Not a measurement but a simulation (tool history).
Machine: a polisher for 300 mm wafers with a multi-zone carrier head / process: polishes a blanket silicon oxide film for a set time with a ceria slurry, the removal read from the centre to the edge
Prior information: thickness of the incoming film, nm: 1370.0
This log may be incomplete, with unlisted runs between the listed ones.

run,hour,flow of slurry (ml/min),pressure of the head's centre zone,pressure of the head's middle zone,pressure of the head's edge zone,polishing time (s),film removed at the wafer's centre (nm),film removed at mid-radius (nm),film removed at the wafer's edge (nm)
1,0.0,130,1.00,1.00,1.00,53,245.45,251.46,254.94
2,3.2,125,1.01,0.97,0.97,49,222.32,221.22,231.47
3,8.9,125,1.03,0.96,0.94,46,215.11,207.58,210.88
4,9.7,120,1.04,0.94,0.92,44,209.50,192.47,202.02
5,16.4,120,1.04,0.93,0.90,42,198.10,184.78,193.24
6,17.9,120,1.10,0.93,0.90,42,208.39,183.15,187.13
# hour 22.5: edge zone pressure recalibrated
7,22.5,115,1.10,0.92,0.89,41,199.55,174.75,180.41
8,26.2,110,1.10,0.91,0.88,41,202.45,170.72,175.48
9,28.6,105,1.08,0.91,0.87,41,190.55,166.62,169.68

For run 10, what comes out?
10,33.8,100,1.08,0.90,0.88,41,?,?,?

{"run 10": {"film removed at the wafer's centre (nm)": 187.87, "film removed at mid-radius (nm)": 165.28, "film removed at the wafer's edge (nm)": 170.44}}
